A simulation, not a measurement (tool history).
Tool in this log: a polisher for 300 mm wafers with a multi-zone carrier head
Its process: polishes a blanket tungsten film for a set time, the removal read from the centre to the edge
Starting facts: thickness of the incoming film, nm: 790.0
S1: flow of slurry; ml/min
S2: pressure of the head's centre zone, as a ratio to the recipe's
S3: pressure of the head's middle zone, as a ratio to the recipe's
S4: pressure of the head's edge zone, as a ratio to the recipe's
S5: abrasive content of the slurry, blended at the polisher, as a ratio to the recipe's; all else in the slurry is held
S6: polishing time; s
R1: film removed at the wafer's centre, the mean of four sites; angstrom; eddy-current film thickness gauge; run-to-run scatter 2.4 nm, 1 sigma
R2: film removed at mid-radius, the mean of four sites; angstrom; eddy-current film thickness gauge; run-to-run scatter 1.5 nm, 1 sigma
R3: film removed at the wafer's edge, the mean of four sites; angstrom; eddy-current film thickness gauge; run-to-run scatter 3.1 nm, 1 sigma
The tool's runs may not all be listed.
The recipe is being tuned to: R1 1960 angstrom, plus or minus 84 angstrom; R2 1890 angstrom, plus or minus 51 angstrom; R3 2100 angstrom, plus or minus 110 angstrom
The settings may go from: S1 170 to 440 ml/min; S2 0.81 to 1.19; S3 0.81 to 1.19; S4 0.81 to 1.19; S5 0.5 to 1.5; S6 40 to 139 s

run  hour   S1    S2    S3    S4    S5  S6      R1      R2      R3
  1     0  280     1     1     1     1  89  2781.2  2854.6  2797.8
  2   3.5  270  0.98  0.95  0.98  0.85  85  2547.8  2545.4  2632.8
  3   8.7  270  0.98  1.02  0.98  0.85  85  2584.1  2696.4  2535.5
  4  11.4  265  0.96  0.97  0.97  0.75  81    2277  2370.2  2351.4
  5  12.9  260  0.96  0.93  0.95  0.65  80  2187.6  2226.5    2236
  6  18.4  255  0.95  0.89  0.95   0.6  79  2172.3  2092.8  2192.9
  7  24.3  250  0.93  0.87  0.95  0.55  79  2074.4  2016.2  2134.9
  8  27.2  245  0.92  0.86  0.95  0.55  79  1995.7    2024  2100.8
  9    30  230  0.94  0.81  1.02   0.5  78  1994.4  1821.6  2137.1

Below are 5 possible settings for the next run. Only one of them brings all results inside the allowed miss of their targets. Which is it?
  A  32.8  235  1.04  0.81  1.14   0.5  74   ?   ?   ?
  B  32.8  250  1.01  0.81  0.99   0.6  73   ?   ?   ?
  C  32.8  265  0.92  0.83  0.98  0.75  72   ?   ?   ?
  D  32.8  195  1.04  0.81  1.11   0.5  75   ?   ?   ?
  E  32.8  175  1.02  0.82   1.1   0.6  75   ?   ?   ?

move      R1      R2      R3
   A  2057.3  1771.1  2207.1
   B  2056.1  1820.4  2109.6
   C  1946.2  1921.5  2170.7
   D  2017.4  1742.9  2158.8
   E  1997.8  1779.9  2186.1
A: misses by more than the last run did
B: just as far off the targets as the last run
C: hits every target within its allowed miss
D: misses by more than the last run did
E: misses by more than the last run did
So the answer is move C, the one that meets all the targets.
